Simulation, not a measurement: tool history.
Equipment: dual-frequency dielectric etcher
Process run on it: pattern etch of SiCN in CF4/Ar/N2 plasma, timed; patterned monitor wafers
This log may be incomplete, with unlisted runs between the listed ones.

| run | hour | source power (W) | bias power (W) | Ar flow (sccm) | CF4 flow (sccm) | etch time (s) | mean etch depth across the wafer (nm) |
|---|---|---|---|---|---|---|---|
| 1 | 0 | 580 | 69 | 123 | 58 | 150 | 162.57 |
| 2 | 0.7 | 590 | 69 | 123 | 58 | 150 | 165.36 |
| 3 | 6.2 | 540 | 69 | 123 | 58 | 150 | 150.85 |
| 4 | 11.5 | 540 | 69 | 123 | 53 | 150 | 148.52 |
| 5 | 18.4 | 540 | 69 | 123 | 53 | 156 | 154.88 |
| 6 | 20.1 | 540 | 69 | 123 | 44 | 156 | 150.7 |

What will run 7 give?
| 7 | 28.6 | 560 | 69 | 123 | 44 | 156 | ? |

{"run 7": {"mean etch depth across the wafer (nm)": 156.53}}
